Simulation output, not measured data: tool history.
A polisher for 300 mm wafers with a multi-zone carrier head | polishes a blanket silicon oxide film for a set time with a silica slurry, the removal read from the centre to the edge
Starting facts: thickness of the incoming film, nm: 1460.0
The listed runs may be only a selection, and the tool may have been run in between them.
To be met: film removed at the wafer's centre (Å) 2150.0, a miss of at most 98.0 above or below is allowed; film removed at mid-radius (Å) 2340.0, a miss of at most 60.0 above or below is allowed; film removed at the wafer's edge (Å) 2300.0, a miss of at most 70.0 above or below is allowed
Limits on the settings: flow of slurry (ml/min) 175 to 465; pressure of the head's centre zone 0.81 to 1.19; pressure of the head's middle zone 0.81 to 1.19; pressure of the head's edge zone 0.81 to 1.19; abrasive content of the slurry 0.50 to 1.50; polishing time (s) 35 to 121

run	hour	flow of slurry (ml/min)	pressure of the head's centre zone	pressure of the head's middle zone	pressure of the head's edge zone	abrasive content of the slurry	polishing time (s)	film removed at the wafer's centre (Å)	film removed at mid-radius (Å)	film removed at the wafer's edge (Å)
1	0.0	295	1.00	1.00	1.00	1.00	78	2997.7	2913.9	2962.5
2	5.6	295	1.00	1.00	1.07	1.00	78	2936.8	2913.8	3001.4
3	9.8	295	1.04	1.00	1.07	1.00	78	3129.7	2897.2	2991.2
4	12.2	295	1.08	1.00	1.07	1.00	78	3170.5	2919.4	3015.0
5	14.9	295	1.05	1.01	1.06	0.90	78	2842.5	2718.4	2782.3
6	19.7	295	1.05	1.01	1.01	0.90	78	2937.5	2728.2	2715.3
7	23.0	290	1.02	1.01	1.00	0.85	78	2653.1	2561.9	2628.5
8	31.8	285	1.00	1.02	0.98	0.85	78	2626.2	2592.1	2601.8
# hour 33.7: edge zone pressure recalibrated
9	33.7	275	0.98	1.02	0.96	0.85	78	2591.0	2617.6	2570.9
10	42.4	270	0.96	1.02	0.95	0.85	78	2444.1	2606.2	2578.3
11	49.9	265	0.96	1.02	0.93	0.85	78	2398.5	2628.1	2564.0
12	55.4	260	0.96	1.01	0.92	0.85	78	2458.6	2558.8	2512.1
13	64.3	250	0.95	1.00	0.91	0.85	78	2387.5	2539.6	2531.4
14	70.4	245	0.95	1.00	0.90	0.85	78	2500.1	2525.9	2536.3
15	75.1	245	0.94	1.00	0.89	0.85	78	2390.7	2510.8	2467.8
16	81.7	240	0.93	1.00	0.88	0.85	78	2361.1	2501.0	2490.5
17	87.2	240	0.93	1.00	0.87	0.85	78	2394.5	2475.4	2474.9
18	90.9	240	0.92	1.00	0.86	0.85	78	2378.3	2511.0	2484.8

Next run, 5 choices. One meets every target within its allowed miss, the rest don't. Which?
A	94.6	175	0.92	1.01	0.81	0.90	72	?	?	?
B	94.6	240	0.95	0.88	0.83	0.75	99	?	?	?
C	94.6	240	0.93	0.85	0.87	1.00	73	?	?	?
D	94.6	305	1.01	0.95	0.81	0.85	72	?	?	?
E	94.6	220	1.02	0.97	0.82	0.95	74	?	?	?

move	film removed at the wafer's centre (Å)	film removed at mid-radius (Å)	film removed at the wafer's edge (Å)
A	2132.8	2319.2	2243.1
B	2727.0	2544.6	2747.4
C	2505.0	2320.9	2615.3
D	2448.9	2281.8	2278.1
E	2649.7	2499.2	2485.2
A: hits every target within its allowed miss
B: its largest miss is bigger than the last run's
C: the furthest-off result lands on target, but another misses its tolerance
D: the furthest-off result lands on target, but another misses its tolerance
E: its largest miss is bigger than the last run's
A is the move that brings every result within its allowed miss.
